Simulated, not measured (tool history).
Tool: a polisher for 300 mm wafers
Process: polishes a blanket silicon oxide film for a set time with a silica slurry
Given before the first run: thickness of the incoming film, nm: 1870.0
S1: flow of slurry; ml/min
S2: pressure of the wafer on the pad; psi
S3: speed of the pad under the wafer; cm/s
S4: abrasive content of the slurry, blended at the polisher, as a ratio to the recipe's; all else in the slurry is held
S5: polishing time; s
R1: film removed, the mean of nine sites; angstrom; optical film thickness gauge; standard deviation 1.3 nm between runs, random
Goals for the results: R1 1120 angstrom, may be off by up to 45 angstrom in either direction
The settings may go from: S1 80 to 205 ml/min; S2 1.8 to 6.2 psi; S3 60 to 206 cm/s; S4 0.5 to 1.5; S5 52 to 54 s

run 1 hour=0 | S1=135 S2=4 S3=132 S4=1 S5=52 | R1=2165.6
run 2 hour=8.2 | S1=125 S2=4 S3=132 S4=1 S5=52 | R1=2181.2
run 3 hour=15.4 | S1=125 S2=3.3 S3=126 S4=1 S5=52 | R1=1795.2
run 4 hour=23.9 | S1=145 S2=3.3 S3=126 S4=1 S5=52 | R1=1869.8
run 5 hour=29.3 | S1=145 S2=3.9 S3=126 S4=1 S5=52 | R1=2109
run 6 hour=31.8 | S1=145 S2=3.9 S3=108 S4=1 S5=52 | R1=1850.9
run 7 hour=37.3 | S1=140 S2=3.2 S3=106 S4=1 S5=52 | R1=1577.4
run 8 hour=45.7 | S1=135 S2=2.8 S3=104 S4=1 S5=52 | R1=1408.4
run 9 hour=48.7 | S1=130 S2=2.5 S3=104 S4=1 S5=52 | R1=1258
run 10 hour=50 | S1=120 S2=2.4 S3=104 S4=1 S5=52 | R1=1247
run 11 hour=54.1 | S1=120 S2=2.3 S3=104 S4=1 S5=52 | R1=1224.7
run 12 hour=60.7 | S1=120 S2=2.2 S3=104 S4=1 S5=52 | R1=1172.5

Of the 4 settings listed for the next run, only one would bring every result within its allowed miss of target. Which one?
run A hour=67.3 | S1=130 S2=3.7 S3=76 S4=0.85 S5=54 | R1=?
run B hour=67.3 | S1=105 S2=2.1 S3=104 S4=1.1 S5=53 | R1=?
run C hour=67.3 | S1=115 S2=2 S3=108 S4=0.95 S5=53 | R1=?
run D hour=67.3 | S1=100 S2=1.9 S3=128 S4=1.05 S5=52 | R1=?

move=A R1=1199.1
move=B R1=1214.2
move=C R1=1124.2
move=D R1=1280.6
A: the biggest miss grows against the last run
B: the biggest miss grows against the last run
C: meets every target
D: the biggest miss grows against the last run
The right move is C.
